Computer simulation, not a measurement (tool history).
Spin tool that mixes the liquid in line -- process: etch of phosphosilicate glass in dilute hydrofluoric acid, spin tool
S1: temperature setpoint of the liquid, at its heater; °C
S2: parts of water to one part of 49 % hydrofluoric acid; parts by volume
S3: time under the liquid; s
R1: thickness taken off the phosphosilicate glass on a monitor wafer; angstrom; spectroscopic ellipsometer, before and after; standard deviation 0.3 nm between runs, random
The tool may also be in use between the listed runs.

Run 1, hour 0: S1 23 °C, S2 140 parts by volume, S3 140 s. Result: R1 791.64 angstrom.
Run 2, hour 7.4: S1 22.5 °C, S2 140 parts by volume, S3 140 s. Result: R1 771.47 angstrom.
Run 3, hour 9.4: S1 25.5 °C, S2 140 parts by volume, S3 140 s. Result: R1 873.57 angstrom.
Run 4, hour 12.1: S1 25 °C, S2 140 parts by volume, S3 140 s. Result: R1 851.48 angstrom.
Run 5, hour 12.8: S1 25 °C, S2 90 parts by volume, S3 140 s. Result: R1 1411 angstrom.
Run 6, hour 14.4: S1 25 °C, S2 90 parts by volume, S3 150 s. Result: R1 1523.3 angstrom.
Run 7, hour 15.7: S1 24 °C, S2 95 parts by volume, S3 150 s. Result: R1 1374.9 angstrom.

For run 8, what comes out?
Run 8, hour 22: S1 20 °C, S2 150 parts by volume, S3 150 s. Result: R1 ?.

{"run 8": {"R1": 687.91}}
